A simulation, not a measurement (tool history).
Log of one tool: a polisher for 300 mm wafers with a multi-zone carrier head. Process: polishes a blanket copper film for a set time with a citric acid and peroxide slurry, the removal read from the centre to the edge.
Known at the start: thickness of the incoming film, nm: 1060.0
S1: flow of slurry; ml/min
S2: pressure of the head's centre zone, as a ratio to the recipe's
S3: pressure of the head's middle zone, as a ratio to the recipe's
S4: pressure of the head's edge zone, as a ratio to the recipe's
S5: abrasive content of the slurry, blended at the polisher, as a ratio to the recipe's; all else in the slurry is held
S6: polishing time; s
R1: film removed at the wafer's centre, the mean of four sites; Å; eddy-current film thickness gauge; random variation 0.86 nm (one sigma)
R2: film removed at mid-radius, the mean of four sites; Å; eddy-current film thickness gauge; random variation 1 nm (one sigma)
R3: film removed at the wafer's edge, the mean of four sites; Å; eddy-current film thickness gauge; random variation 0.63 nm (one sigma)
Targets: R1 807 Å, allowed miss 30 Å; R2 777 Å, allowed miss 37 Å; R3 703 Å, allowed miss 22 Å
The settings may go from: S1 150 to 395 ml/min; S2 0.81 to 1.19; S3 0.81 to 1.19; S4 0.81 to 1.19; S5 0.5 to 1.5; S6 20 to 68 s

run 1 hour=0 | S1=250 S2=1 S3=1 S4=1 S5=1 S6=44 | R1=631.92 R2=605.63 R3=641
run 2 hour=1.6 | S1=250 S2=1 S3=1 S4=1 S5=1 S6=38 | R1=545.85 R2=529.21 R3=567.24
run 3 hour=10.1 | S1=255 S2=1.02 S3=1.02 S4=1 S5=1.05 S6=38 | R1=562.36 R2=539.56 R3=561.63
run 4 hour=14 | S1=255 S2=1.02 S3=1.02 S4=1 S5=1.05 S6=44 | R1=641.44 R2=636.57 R3=654.27
run 5 hour=18.9 | S1=255 S2=1.02 S3=1.02 S4=1 S5=1.05 S6=50 | R1=729.02 R2=723.25 R3=746.85
run 6 hour=20.9 | S1=255 S2=1.02 S3=1.02 S4=1 S5=1.15 S6=50 | R1=749.44 R2=716.91 R3=749.17
run 7 hour=25.5 | S1=260 S2=1.03 S3=1.03 S4=0.99 S5=1.15 S6=50 | R1=741.21 R2=739.14 R3=758.85
run 8 hour=29.2 | S1=255 S2=1.05 S3=1.03 S4=0.97 S5=1.15 S6=50 | R1=772.17 R2=737.6 R3=749.59
run 9 hour=34.9 | S1=255 S2=1.06 S3=1.04 S4=0.96 S5=1.15 S6=50 | R1=787.7 R2=733.37 R3=744.77
run 10 hour=38.9 | S1=255 S2=1.06 S3=1.05 S4=0.95 S5=1.15 S6=50 | R1=793.16 R2=754.39 R3=728.79

Which of these 4 next moves meets every target?
run A hour=42.9 | S1=290 S2=1.07 S3=1.08 S4=0.81 S5=1.3 S6=49 | R1=? R2=? R3=?
run B hour=42.9 | S1=205 S2=1.02 S3=1.02 S4=0.94 S5=1.35 S6=48 | R1=? R2=? R3=?
run C hour=42.9 | S1=210 S2=1.04 S3=1.06 S4=0.94 S5=1.1 S6=49 | R1=? R2=? R3=?
run D hour=42.9 | S1=230 S2=1.1 S3=1.04 S4=0.91 S5=1.15 S6=46 | R1=? R2=? R3=?

move=A R1=812.27 R2=766.78 R3=707.58
move=B R1=735.56 R2=696.92 R3=711.76
move=C R1=740.92 R2=710.79 R3=701.84
move=D R1=749.15 R2=667.53 R3=662.09
A: meets every target
B: brings the result that was furthest off to its target, and leaves another outside
C: brings the result that was furthest off to its target, and leaves another outside
D: takes the result that was furthest off past its target
Move A is the one to make.
